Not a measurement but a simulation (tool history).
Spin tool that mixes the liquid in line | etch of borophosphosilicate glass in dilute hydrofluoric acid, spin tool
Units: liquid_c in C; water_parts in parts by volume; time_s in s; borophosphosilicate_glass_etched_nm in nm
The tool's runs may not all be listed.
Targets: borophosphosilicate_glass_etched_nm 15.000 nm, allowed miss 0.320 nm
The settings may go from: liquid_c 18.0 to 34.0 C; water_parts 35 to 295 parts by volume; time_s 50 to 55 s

run	hour	liquid_c	water_parts	time_s	borophosphosilicate_glass_etched_nm
1	0.0	26.0	165	50	18.080
2	7.7	26.0	165	55	19.969
3	15.1	24.5	165	55	19.026
4	19.5	24.5	165	50	17.341
5	25.1	26.5	165	50	18.654
6	27.2	26.5	165	55	20.433
7	33.6	25.0	165	55	19.351
8	38.8	23.5	165	55	18.097
9	39.8	22.5	165	55	17.508
10	46.0	22.0	165	55	17.238
11	49.6	21.5	165	55	16.958
12	53.0	21.0	165	55	16.476
13	60.8	20.5	165	55	16.213
14	62.7	20.0	165	55	16.008
15	69.1	19.5	165	55	15.669

4 next moves are on the table. One of them brings every result within its allowed miss. Which?
A	75.5	18.0	150	55	?
B	75.5	20.0	180	55	?
C	75.5	22.0	170	50	?
D	75.5	19.0	160	50	?

move	borophosphosilicate_glass_etched_nm
A	16.364
B	14.332
C	15.063
D	14.375
A: further off than the last run
B: takes the result that was furthest off past its target
C: meets every target
D: takes the result that was furthest off past its target
Answer: C
